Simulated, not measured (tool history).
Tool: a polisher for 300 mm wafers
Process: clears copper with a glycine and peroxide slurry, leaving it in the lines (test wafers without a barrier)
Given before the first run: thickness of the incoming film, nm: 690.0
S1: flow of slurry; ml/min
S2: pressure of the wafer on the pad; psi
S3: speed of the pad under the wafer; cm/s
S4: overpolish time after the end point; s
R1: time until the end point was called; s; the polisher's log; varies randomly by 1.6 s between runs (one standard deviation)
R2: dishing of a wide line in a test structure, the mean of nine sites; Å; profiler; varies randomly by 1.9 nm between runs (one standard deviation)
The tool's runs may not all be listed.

run 1 day=0.000 | S1=150 S2=3.4 S3=96 S4=28 | R1=122.70 R2=834.24
run 2 day=0.204 | S1=150 S2=3.4 S3=88 S4=28 | R1=135.26 R2=798.58
run 3 day=0.425 | S1=150 S2=3.4 S3=88 S4=19 | R1=133.67 R2=618.73
run 4 day=0.604 | S1=150 S2=3.5 S3=88 S4=21 | R1=129.37 R2=692.72
run 5 day=0.879 | S1=150 S2=3.5 S3=70 S4=21 | R1=152.62 R2=594.82
-- day=1.229 slurry nozzle cleaned
run 6 day=1.229 | S1=150 S2=3.0 S3=70 S4=21 | R1=159.26 R2=596.53

What does the tool deliver on the next run?
run 7 day=1.529 | S1=150 S2=3.1 S3=74 S4=23 | R1=? R2=?

Logged for run 7: R1 149.94 s, R2 654.18 Å.

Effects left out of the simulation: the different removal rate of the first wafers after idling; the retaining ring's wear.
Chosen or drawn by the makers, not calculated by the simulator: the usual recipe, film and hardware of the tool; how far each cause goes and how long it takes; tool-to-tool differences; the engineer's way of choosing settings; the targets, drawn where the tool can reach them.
